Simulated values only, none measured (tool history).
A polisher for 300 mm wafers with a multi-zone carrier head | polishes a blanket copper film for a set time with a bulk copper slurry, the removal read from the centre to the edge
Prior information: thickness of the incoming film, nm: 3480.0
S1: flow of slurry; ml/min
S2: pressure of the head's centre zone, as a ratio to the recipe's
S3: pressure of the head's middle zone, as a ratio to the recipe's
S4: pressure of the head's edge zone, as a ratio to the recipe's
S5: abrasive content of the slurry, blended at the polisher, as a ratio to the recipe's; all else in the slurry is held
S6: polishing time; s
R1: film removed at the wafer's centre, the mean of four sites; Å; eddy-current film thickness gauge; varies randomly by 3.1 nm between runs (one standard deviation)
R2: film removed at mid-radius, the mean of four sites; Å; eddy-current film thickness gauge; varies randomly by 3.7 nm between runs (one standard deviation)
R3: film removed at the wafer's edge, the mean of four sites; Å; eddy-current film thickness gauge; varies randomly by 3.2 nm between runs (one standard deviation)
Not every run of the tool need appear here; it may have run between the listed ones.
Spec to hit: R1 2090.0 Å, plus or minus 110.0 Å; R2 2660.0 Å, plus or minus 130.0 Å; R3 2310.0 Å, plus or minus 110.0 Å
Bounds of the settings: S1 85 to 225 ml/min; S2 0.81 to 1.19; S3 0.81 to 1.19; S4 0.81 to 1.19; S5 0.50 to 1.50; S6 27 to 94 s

run	day	S1	S2	S3	S4	S5	S6	R1	R2	R3
1	0.000	145	1.00	1.00	1.00	1.00	60	4142.4	4233.7	4360.8
2	0.092	145	1.00	1.00	1.00	1.00	49	3450.7	3381.0	3672.6
3	0.338	140	0.96	1.07	0.93	0.85	44	2891.7	3175.0	2980.5
4	0.517	130	0.92	1.07	0.91	0.75	43	2605.3	3017.6	2854.4
5	0.546	130	0.92	1.00	0.91	0.75	43	2605.1	2845.4	2852.4
6	0.896	130	0.92	1.00	0.91	0.60	43	2551.4	2818.7	2738.6
7	1.175	125	0.90	1.03	0.88	0.55	41	2343.1	2642.1	2493.6
8	1.296	120	0.88	1.06	0.86	0.55	41	2288.4	2707.6	2511.8
# day 1.338: slurry nozzle cleaned
9	1.338	125	0.86	1.14	0.81	0.50	36	2067.3	2625.7	2122.1

4 next moves are on the table. One of them brings every result within its allowed miss. Which?
A	1.379	150	0.94	1.11	0.81	0.50	34	?	?	?
B	1.379	130	1.00	1.11	0.81	0.50	37	?	?	?
C	1.379	125	0.87	1.15	0.87	0.55	36	?	?	?
D	1.379	100	0.84	1.08	0.85	0.55	36	?	?	?

move	R1	R2	R3
A	2174.3	2426.8	2034.1
B	2441.5	2581.5	2178.4
C	2103.0	2596.2	2201.1
D	1948.3	2382.9	2122.6
A: its largest miss is bigger than the last run's
B: its largest miss is bigger than the last run's
C: hits every target within its allowed miss
D: its largest miss is bigger than the last run's
Move C is the one to make.
